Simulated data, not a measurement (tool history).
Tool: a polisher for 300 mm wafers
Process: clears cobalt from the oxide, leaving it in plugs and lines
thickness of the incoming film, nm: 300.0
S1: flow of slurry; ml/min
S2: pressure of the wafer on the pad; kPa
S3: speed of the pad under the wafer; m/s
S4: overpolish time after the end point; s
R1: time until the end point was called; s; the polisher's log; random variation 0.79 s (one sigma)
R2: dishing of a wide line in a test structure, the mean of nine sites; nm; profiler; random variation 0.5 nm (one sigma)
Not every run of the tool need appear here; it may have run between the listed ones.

run	hour	S1	S2	S3	S4	R1	R2
1	0.0	175	14.5	0.78	20	63.412	36.696
2	2.2	175	11.0	0.78	20	83.930	33.142
3	6.8	175	11.0	0.78	22	83.948	34.712
4	14.3	175	11.0	0.78	23	83.610	35.793
5	18.7	175	11.0	0.62	23	100.310	33.546
6	19.6	175	11.7	0.62	24	93.868	35.139
7	22.3	175	11.7	0.62	25	94.457	35.150
8	25.5	175	11.7	0.62	26	95.612	35.159

Forecast run 9:
9	27.2	180	11.7	0.62	27	?	?

{"run 9": {"R1": 93.445, "R2": 36.755}}

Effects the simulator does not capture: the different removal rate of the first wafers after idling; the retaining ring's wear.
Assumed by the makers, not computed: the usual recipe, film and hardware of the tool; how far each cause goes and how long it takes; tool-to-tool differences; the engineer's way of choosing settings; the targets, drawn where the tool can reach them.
